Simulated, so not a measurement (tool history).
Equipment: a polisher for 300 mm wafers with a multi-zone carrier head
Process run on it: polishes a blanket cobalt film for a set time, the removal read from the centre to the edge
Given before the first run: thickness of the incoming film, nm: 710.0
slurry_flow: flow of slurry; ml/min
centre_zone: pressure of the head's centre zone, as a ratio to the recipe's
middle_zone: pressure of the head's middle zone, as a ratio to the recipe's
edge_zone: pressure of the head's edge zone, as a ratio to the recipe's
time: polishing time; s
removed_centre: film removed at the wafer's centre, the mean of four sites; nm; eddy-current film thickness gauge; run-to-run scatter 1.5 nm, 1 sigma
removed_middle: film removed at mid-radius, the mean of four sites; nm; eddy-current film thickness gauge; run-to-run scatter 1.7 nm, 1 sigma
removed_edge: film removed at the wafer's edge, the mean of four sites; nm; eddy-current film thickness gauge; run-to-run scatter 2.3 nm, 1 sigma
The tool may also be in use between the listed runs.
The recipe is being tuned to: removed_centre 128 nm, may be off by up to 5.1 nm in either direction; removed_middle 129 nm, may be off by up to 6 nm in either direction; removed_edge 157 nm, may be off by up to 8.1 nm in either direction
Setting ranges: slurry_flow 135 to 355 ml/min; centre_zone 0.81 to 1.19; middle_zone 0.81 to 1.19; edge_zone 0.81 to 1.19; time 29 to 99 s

{"run": 1, "hour": 0.0, "slurry_flow": 225, "centre_zone": 1, "middle_zone": 1, "edge_zone": 1, "time": 64, "removed_centre": 208.75, "removed_middle": 208.48, "removed_edge": 217.52}
{"run": 2, "hour": 5.1, "slurry_flow": 220, "centre_zone": 0.98, "middle_zone": 0.98, "edge_zone": 1, "time": 62, "removed_centre": 201.47, "removed_middle": 192.09, "removed_edge": 204.42}
{"run": 3, "hour": 11.5, "slurry_flow": 220, "centre_zone": 0.98, "middle_zone": 0.98, "edge_zone": 0.96, "time": 62, "removed_centre": 198.38, "removed_middle": 194.04, "removed_edge": 205.22}
{"run": 4, "hour": 15.1, "slurry_flow": 220, "centre_zone": 0.9, "middle_zone": 0.98, "edge_zone": 0.96, "time": 62, "removed_centre": 188.86, "removed_middle": 197.53, "removed_edge": 198.14}
{"run": 5, "hour": 22.8, "slurry_flow": 210, "centre_zone": 0.89, "middle_zone": 0.97, "edge_zone": 0.99, "time": 60, "removed_centre": 178.11, "removed_middle": 187.39, "removed_edge": 205.15}
{"run": 6, "hour": 31.0, "slurry_flow": 210, "centre_zone": 0.89, "middle_zone": 0.97, "edge_zone": 0.99, "time": 49, "removed_centre": 145.33, "removed_middle": 158.2, "removed_edge": 162.32}
{"run": 7, "hour": 35.7, "slurry_flow": 205, "centre_zone": 0.88, "middle_zone": 0.95, "edge_zone": 0.99, "time": 49, "removed_centre": 138.6, "removed_middle": 152.98, "removed_edge": 161.82}
{"run": 8, "hour": 41.8, "slurry_flow": 180, "centre_zone": 0.9, "middle_zone": 0.85, "edge_zone": 0.98, "time": 48, "removed_centre": 140.1, "removed_middle": 134.09, "removed_edge": 157.66}

Which one of the following 4 next-run settings gets every result inside its allowed miss? There is exactly one.
{"run": "A", "hour": 47.9, "slurry_flow": 155, "centre_zone": 1.06, "middle_zone": 0.84, "edge_zone": 0.82, "time": 51, "removed_centre": "?", "removed_middle": "?", "removed_edge": "?"}
{"run": "B", "hour": 47.9, "slurry_flow": 170, "centre_zone": 0.85, "middle_zone": 0.84, "edge_zone": 1.05, "time": 52, "removed_centre": "?", "removed_middle": "?", "removed_edge": "?"}
{"run": "C", "hour": 47.9, "slurry_flow": 200, "centre_zone": 0.81, "middle_zone": 0.94, "edge_zone": 1.01, "time": 47, "removed_centre": "?", "removed_middle": "?", "removed_edge": "?"}
{"run": "D", "hour": 47.9, "slurry_flow": 145, "centre_zone": 0.85, "middle_zone": 0.85, "edge_zone": 1.04, "time": 48, "removed_centre": "?", "removed_middle": "?", "removed_edge": "?"}

move=A removed_centre=166.04 removed_middle=137.09 removed_edge=149.78
move=B removed_centre=144.23 removed_middle=142.01 removed_edge=173.12
move=C removed_centre=129.07 removed_middle=144.34 removed_edge=156.08
move=D removed_centre=129.14 removed_middle=128.84 removed_edge=155.95
A: the biggest miss grows against the last run
B: the biggest miss grows against the last run
C: puts the biggest miss on target and leaves a different result outside tolerance
D: all results in spec
The right move is D.
